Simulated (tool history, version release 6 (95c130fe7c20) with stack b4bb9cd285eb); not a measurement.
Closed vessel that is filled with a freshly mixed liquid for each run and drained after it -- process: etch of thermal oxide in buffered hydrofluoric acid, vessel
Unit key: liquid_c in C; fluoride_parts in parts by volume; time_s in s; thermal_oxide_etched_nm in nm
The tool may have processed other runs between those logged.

Run 1, day 0: liquid_c 24 C, fluoride_parts 13.5 parts by volume, time_s 95 s. Result: thermal_oxide_etched_nm 75.136 nm.
Run 2, day 0.233: liquid_c 25 C, fluoride_parts 13.5 parts by volume, time_s 95 s. Result: thermal_oxide_etched_nm 80.294 nm.
Run 3, day 0.3: liquid_c 26 C, fluoride_parts 13.5 parts by volume, time_s 95 s. Result: thermal_oxide_etched_nm 85.321 nm.
Run 4, day 0.433: liquid_c 26 C, fluoride_parts 13.5 parts by volume, time_s 105 s. Result: thermal_oxide_etched_nm 93.506 nm.
Run 5, day 0.496: liquid_c 26.5 C, fluoride_parts 13.5 parts by volume, time_s 105 s. Result: thermal_oxide_etched_nm 96.116 nm.
Run 6, day 0.746: liquid_c 27 C, fluoride_parts 13.5 parts by volume, time_s 105 s. Result: thermal_oxide_etched_nm 98.038 nm.

Run 7, settings as shown, results not yet in. Your forecast:
Run 7, day 0.983: liquid_c 27 C, fluoride_parts 13.5 parts by volume, time_s 105 s. Result: thermal_oxide_etched_nm ?.

thermal_oxide_etched_nm: 98.779 nm

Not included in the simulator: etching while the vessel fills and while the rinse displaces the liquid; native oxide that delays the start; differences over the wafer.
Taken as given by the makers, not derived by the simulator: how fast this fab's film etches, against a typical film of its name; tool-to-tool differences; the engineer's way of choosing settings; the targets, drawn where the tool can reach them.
